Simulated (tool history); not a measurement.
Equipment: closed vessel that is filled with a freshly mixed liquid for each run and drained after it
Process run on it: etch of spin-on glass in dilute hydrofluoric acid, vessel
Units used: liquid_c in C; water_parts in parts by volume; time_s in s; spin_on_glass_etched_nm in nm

run,day,liquid_c,water_parts,time_s,spin_on_glass_etched_nm
1,0,21,155,730,81.132
2,0.133,21,100,730,132.7
3,0.258,21,100,785,141.54
4,0.608,22.5,100,785,152.16
5,0.8,23.5,100,785,157.1
6,0.975,24.5,100,785,164.31
7,1.233,25.5,100,785,170.7

Forecast run 8:
8,1.5,26,100,785,?

spin_on_glass_etched_nm: 174.43 nm

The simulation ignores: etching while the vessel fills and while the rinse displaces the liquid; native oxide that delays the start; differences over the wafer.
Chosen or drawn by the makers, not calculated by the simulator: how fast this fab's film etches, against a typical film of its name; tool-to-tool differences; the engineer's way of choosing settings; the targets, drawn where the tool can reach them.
